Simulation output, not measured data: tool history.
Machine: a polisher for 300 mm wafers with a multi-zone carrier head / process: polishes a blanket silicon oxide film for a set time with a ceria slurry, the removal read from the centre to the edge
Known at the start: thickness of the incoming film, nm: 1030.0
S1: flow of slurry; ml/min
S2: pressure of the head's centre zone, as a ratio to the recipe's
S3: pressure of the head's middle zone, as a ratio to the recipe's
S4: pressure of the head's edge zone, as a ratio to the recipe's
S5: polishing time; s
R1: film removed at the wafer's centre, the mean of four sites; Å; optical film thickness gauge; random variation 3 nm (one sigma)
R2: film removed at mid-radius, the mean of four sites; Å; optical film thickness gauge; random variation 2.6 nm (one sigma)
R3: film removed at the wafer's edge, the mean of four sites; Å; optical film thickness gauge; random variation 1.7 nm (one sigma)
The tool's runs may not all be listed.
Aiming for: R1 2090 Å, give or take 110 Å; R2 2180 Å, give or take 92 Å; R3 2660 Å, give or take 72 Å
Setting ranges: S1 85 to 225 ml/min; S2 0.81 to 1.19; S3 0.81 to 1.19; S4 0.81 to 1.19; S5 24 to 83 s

{"run": 1, "day": 0.0, "S1": 145, "S2": 1, "S3": 1, "S4": 1, "S5": 53, "R1": 2220.3, "R2": 2188.1, "R3": 2190.9}
{"run": 2, "day": 0.075, "S1": 145, "S2": 0.96, "S3": 1, "S4": 1, "S5": 53, "R1": 2110.3, "R2": 2166.3, "R3": 2156}
{"run": 3, "day": 0.392, "S1": 145, "S2": 0.96, "S3": 1, "S4": 1, "S5": 42, "R1": 1679, "R2": 1705.9, "R3": 1739}
{"run": 4, "day": 0.471, "S1": 145, "S2": 0.96, "S3": 1, "S4": 1, "S5": 36, "R1": 1380.5, "R2": 1485.2, "R3": 1507}
{"run": 5, "day": 0.8, "S1": 145, "S2": 0.94, "S3": 0.99, "S4": 1.03, "S5": 39, "R1": 1495.1, "R2": 1568.6, "R3": 1633.6}
{"run": 6, "day": 1.171, "S1": 145, "S2": 0.94, "S3": 0.95, "S4": 1.03, "S5": 39, "R1": 1549.7, "R2": 1564, "R3": 1640.9}
{"run": 7, "day": 1.229, "S1": 135, "S2": 0.92, "S3": 0.95, "S4": 1.05, "S5": 42, "R1": 1557.4, "R2": 1662.6, "R3": 1766.2}
{"run": 8, "day": 1.433, "S1": 130, "S2": 0.92, "S3": 0.93, "S4": 1.07, "S5": 44, "R1": 1635.8, "R2": 1650.8, "R3": 1829}
{"run": 9, "day": 1.604, "S1": 130, "S2": 0.91, "S3": 0.92, "S4": 1.09, "S5": 46, "R1": 1659.2, "R2": 1707, "R3": 1982.6}
{"run": 10, "day": 1.95, "S1": 135, "S2": 0.91, "S3": 0.93, "S4": 1.1, "S5": 47, "R1": 1789.7, "R2": 1769, "R3": 2001.4}
{"run": 11, "day": 2.008, "S1": 130, "S2": 0.9, "S3": 0.93, "S4": 1.11, "S5": 49, "R1": 1737.4, "R2": 1830.3, "R3": 2101.1}
{"run": 12, "day": 2.346, "S1": 135, "S2": 0.89, "S3": 0.93, "S4": 1.12, "S5": 50, "R1": 1791.4, "R2": 1948.3, "R3": 2181.6}
{"run": 13, "day": 2.529, "S1": 140, "S2": 0.88, "S3": 0.92, "S4": 1.13, "S5": 51, "R1": 1824.3, "R2": 1921.9, "R3": 2214.1}
{"run": 14, "day": 2.642, "S1": 140, "S2": 0.88, "S3": 0.92, "S4": 1.14, "S5": 52, "R1": 1855.3, "R2": 1975.4, "R3": 2299.2}
{"run": 15, "day": 2.712, "S1": 145, "S2": 0.88, "S3": 0.92, "S4": 1.15, "S5": 53, "R1": 1929.4, "R2": 2055.9, "R3": 2365.3}

Pick the move, out of 5, that brings all results within their allowed miss; only one does.
{"run": "A", "day": 2.783, "S1": 85, "S2": 0.81, "S3": 0.84, "S4": 1.19, "S5": 65, "R1": "?", "R2": "?", "R3": "?"}
{"run": "B", "day": 2.783, "S1": 135, "S2": 1.03, "S3": 0.85, "S4": 1.14, "S5": 57, "R1": "?", "R2": "?", "R3": "?"}
{"run": "C", "day": 2.783, "S1": 135, "S2": 0.92, "S3": 1.05, "S4": 1.19, "S5": 57, "R1": "?", "R2": "?", "R3": "?"}
{"run": "D", "day": 2.783, "S1": 100, "S2": 0.84, "S3": 0.84, "S4": 1.04, "S5": 67, "R1": "?", "R2": "?", "R3": "?"}
{"run": "E", "day": 2.783, "S1": 135, "S2": 1.05, "S3": 0.86, "S4": 1.15, "S5": 56, "R1": "?", "R2": "?", "R3": "?"}

move=A R1=1773.9 R2=1952.9 R3=2652.5
move=B R1=2337.5 R2=1991.9 R3=2503.8
move=C R1=2088.9 R2=2378.2 R3=2553.5
move=D R1=2032.8 R2=2136 R3=2654.2
move=E R1=2341.6 R2=1975.6 R3=2470.7
A: meets the target for the result that was furthest off, but another lies outside its allowed miss
B: nearer than the last run, and not there yet
C: nearer than the last run, and not there yet
D: all results in spec
E: nearer than the last run, and not there yet
Correct choice: D, which meets every target
